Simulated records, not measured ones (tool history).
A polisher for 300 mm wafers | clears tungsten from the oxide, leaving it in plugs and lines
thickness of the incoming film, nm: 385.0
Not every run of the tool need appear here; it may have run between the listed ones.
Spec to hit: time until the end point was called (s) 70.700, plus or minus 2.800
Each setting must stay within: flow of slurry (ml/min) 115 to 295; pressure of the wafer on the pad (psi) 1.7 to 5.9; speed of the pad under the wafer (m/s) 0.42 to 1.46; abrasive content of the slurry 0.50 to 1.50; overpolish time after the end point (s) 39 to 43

run	hour	flow of slurry (ml/min)	pressure of the wafer on the pad (psi)	speed of the pad under the wafer (m/s)	abrasive content of the slurry	overpolish time after the end point (s)	time until the end point was called (s)
1	0.0	190	3.8	0.94	1.00	39	100.550
2	6.2	190	3.8	0.94	0.85	39	104.280
3	12.4	190	3.8	0.94	0.85	39	105.700
4	18.6	230	3.8	0.94	0.85	39	101.770
5	22.9	230	3.8	0.94	0.75	39	103.210
6	26.9	230	3.8	0.78	0.75	39	117.630
7	28.3	230	4.2	0.78	0.75	39	107.790
8	29.4	230	4.5	0.78	0.75	39	103.810
9	35.8	230	4.8	0.80	0.75	39	99.598
10	36.5	230	5.0	0.84	0.75	39	91.965
11	42.4	230	5.2	0.86	0.75	39	86.240
12	48.2	230	5.3	0.88	0.75	39	85.201
13	53.6	230	5.4	0.90	0.75	39	84.803
14	58.2	230	5.4	0.90	0.75	39	82.634
15	59.4	230	5.5	0.92	0.75	39	82.602
16	67.8	230	5.6	0.94	0.75	39	78.899
17	76.6	230	5.7	0.96	0.75	39	76.999
18	85.2	230	5.7	0.98	0.75	39	77.736
19	86.9	230	5.7	1.00	0.75	39	75.129

Next run, 5 choices. One meets every target within its allowed miss, the rest don't. Which?
A	88.6	270	5.6	0.90	0.85	43	?
B	88.6	240	5.9	1.12	0.60	43	?
C	88.6	215	5.4	1.02	0.85	42	?
D	88.6	235	5.5	0.90	0.80	39	?
E	88.6	235	5.9	0.82	1.00	43	?

move	time until the end point was called (s)
A	78.315
B	72.081
C	76.356
D	81.781
E	77.769
A: misses by more than the last run did
B: all results land within tolerance of their targets
C: misses by more than the last run did
D: misses by more than the last run did
E: misses by more than the last run did
So the answer is move B, the one that meets all the targets.

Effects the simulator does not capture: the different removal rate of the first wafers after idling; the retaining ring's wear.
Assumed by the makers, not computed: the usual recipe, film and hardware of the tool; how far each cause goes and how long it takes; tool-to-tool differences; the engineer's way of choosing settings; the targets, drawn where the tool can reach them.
